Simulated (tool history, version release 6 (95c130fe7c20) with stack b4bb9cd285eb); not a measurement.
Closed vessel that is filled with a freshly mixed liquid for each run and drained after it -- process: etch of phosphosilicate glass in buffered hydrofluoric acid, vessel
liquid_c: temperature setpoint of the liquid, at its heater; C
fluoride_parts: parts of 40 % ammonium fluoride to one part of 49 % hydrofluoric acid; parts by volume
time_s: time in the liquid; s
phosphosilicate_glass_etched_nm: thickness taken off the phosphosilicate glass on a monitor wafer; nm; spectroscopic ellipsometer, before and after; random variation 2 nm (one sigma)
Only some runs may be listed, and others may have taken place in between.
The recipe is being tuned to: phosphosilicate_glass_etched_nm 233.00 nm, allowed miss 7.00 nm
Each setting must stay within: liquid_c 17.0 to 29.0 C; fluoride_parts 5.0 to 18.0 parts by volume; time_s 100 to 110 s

run	hour	liquid_c	fluoride_parts	time_s	phosphosilicate_glass_etched_nm
1	0.0	21.0	11.0	100	295.52
2	6.5	20.0	11.0	100	276.81
3	8.1	20.0	8.0	100	370.35
4	10.4	20.0	9.5	100	310.05
5	15.9	19.5	9.5	100	302.95
6	19.2	19.5	7.0	100	413.92
7	23.1	19.0	8.0	100	351.75
8	32.3	18.5	8.5	100	319.82
9	35.1	18.0	9.0	100	291.20
10	38.4	18.0	9.5	100	276.22

Pick the move, out of 5, that brings all results within their allowed miss; only one does.
A	41.7	19.0	11.5	100	?
B	41.7	17.5	10.0	100	?
C	41.7	17.0	10.0	100	?
D	41.7	17.0	11.5	105	?
E	41.7	17.0	9.0	110	?

move	phosphosilicate_glass_etched_nm
A	248.95
B	253.08
C	245.97
D	233.35
E	302.78
A: nearer the targets than the last run, but a result is still out of spec
B: nearer the targets than the last run, but a result is still out of spec
C: nearer the targets than the last run, but a result is still out of spec
D: all results in spec
E: lands further from the targets than the last run did
The right move is D.
